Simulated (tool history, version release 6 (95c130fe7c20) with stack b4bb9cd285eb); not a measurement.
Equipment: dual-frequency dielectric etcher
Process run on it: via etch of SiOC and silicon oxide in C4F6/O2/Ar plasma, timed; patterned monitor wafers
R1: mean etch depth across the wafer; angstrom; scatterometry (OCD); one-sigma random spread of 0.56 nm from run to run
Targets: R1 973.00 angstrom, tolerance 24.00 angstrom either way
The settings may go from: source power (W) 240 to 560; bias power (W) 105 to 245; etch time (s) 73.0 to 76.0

Run 1, day 0.000: source power (W) 400, bias power (W) 175, etch time (s) 73.0. Result: R1 814.07 angstrom.
Run 2, day 0.092: source power (W) 340, bias power (W) 175, etch time (s) 73.0. Result: R1 736.88 angstrom.
Run 3, day 0.417: source power (W) 340, bias power (W) 175, etch time (s) 76.0. Result: R1 769.51 angstrom.
Run 4, day 0.546: source power (W) 340, bias power (W) 175, etch time (s) 73.0. Result: R1 734.59 angstrom.
Run 5, day 0.742: source power (W) 380, bias power (W) 178, etch time (s) 73.0. Result: R1 794.28 angstrom.
Run 6, day 0.962: source power (W) 380, bias power (W) 210, etch time (s) 73.0. Result: R1 833.90 angstrom.
Run 7, day 1.229: source power (W) 400, bias power (W) 212, etch time (s) 73.0. Result: R1 860.91 angstrom.
Run 8, day 1.317: source power (W) 420, bias power (W) 213, etch time (s) 73.0. Result: R1 884.87 angstrom.
Run 9, day 1.596: source power (W) 420, bias power (W) 213, etch time (s) 73.0. Result: R1 892.94 angstrom.
Run 10, day 1.917: source power (W) 430, bias power (W) 214, etch time (s) 73.0. Result: R1 906.48 angstrom.

Consider the 4 candidate settings below. Which is the only one whose results all fall within their allowed miss of target?
Run A, day 2.238: source power (W) 450, bias power (W) 222, etch time (s) 75.0. Result: R1 ?.
Run B, day 2.238: source power (W) 380, bias power (W) 228, etch time (s) 76.0. Result: R1 ?.
Run C, day 2.238: source power (W) 400, bias power (W) 183, etch time (s) 76.0. Result: R1 ?.
Run D, day 2.238: source power (W) 340, bias power (W) 211, etch time (s) 74.5. Result: R1 ?.

move      R1
   A  958.99
   B  884.97
   C  854.91
   D  787.24
A: each result inside its tolerance
B: the biggest miss grows against the last run
C: the biggest miss grows against the last run
D: the biggest miss grows against the last run
Answer: A

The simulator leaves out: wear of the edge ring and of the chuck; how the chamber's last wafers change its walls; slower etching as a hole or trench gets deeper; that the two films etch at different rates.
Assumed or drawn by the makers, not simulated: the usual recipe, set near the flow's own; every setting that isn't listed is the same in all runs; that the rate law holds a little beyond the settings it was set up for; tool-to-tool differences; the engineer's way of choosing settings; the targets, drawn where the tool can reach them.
